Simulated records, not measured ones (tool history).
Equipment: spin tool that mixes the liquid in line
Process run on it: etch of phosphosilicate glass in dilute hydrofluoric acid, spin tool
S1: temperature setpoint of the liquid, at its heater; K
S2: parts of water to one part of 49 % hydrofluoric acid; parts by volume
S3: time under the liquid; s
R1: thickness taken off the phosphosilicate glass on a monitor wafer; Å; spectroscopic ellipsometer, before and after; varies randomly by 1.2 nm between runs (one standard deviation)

run 1 hour=0.0 | S1=298.15 S2=90 S3=50 | R1=713.76
run 2 hour=6.4 | S1=298.15 S2=90 S3=50 | R1=716.17
run 3 hour=7.8 | S1=296.65 S2=90 S3=50 | R1=670.82
run 4 hour=14.6 | S1=298.65 S2=80 S3=50 | R1=837.33
run 5 hour=22.4 | S1=298.65 S2=80 S3=50 | R1=837.72
run 6 hour=29.1 | S1=302.15 S2=80 S3=50 | R1=959.52
run 7 hour=38.0 | S1=303.15 S2=75 S3=50 | R1=1067.80
run 8 hour=45.7 | S1=303.65 S2=70 S3=50 | R1=1163.90
run 9 hour=52.0 | S1=304.15 S2=65 S3=50 | R1=1284.00
run 10 hour=53.7 | S1=304.65 S2=65 S3=50 | R1=1327.10

Expected results for the next run?
run 11 hour=60.4 | S1=305.15 S2=65 S3=50 | R1=?

Run 11 came out at R1 1343.50 Å.
